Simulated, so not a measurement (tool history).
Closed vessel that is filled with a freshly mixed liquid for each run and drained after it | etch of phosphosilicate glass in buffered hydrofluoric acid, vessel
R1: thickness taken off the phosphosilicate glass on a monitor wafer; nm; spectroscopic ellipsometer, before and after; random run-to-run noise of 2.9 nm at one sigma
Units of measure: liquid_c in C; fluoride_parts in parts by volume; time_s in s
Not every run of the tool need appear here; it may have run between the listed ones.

Run 1, hour 0: liquid_c 22 C, fluoride_parts 21 parts by volume, time_s 90 s. Result: R1 200.1 nm.
Run 2, hour 4.6: liquid_c 22 C, fluoride_parts 21 parts by volume, time_s 90 s. Result: R1 200.82 nm.
Run 3, hour 6.2: liquid_c 23.5 C, fluoride_parts 21 parts by volume, time_s 90 s. Result: R1 214.55 nm.
Run 4, hour 13.5: liquid_c 23.5 C, fluoride_parts 21 parts by volume, time_s 100 s. Result: R1 242.91 nm.
Run 5, hour 20.1: liquid_c 23.5 C, fluoride_parts 25.5 parts by volume, time_s 100 s. Result: R1 213.23 nm.
Run 6, hour 28.6: liquid_c 25 C, fluoride_parts 25 parts by volume, time_s 100 s. Result: R1 234.3 nm.

Estimate the outcome of run 7 from the log above:
Run 7, hour 36.2: liquid_c 26 C, fluoride_parts 24.5 parts by volume, time_s 100 s. Result: R1 ?.

{"run 7": {"R1": 251.9}}
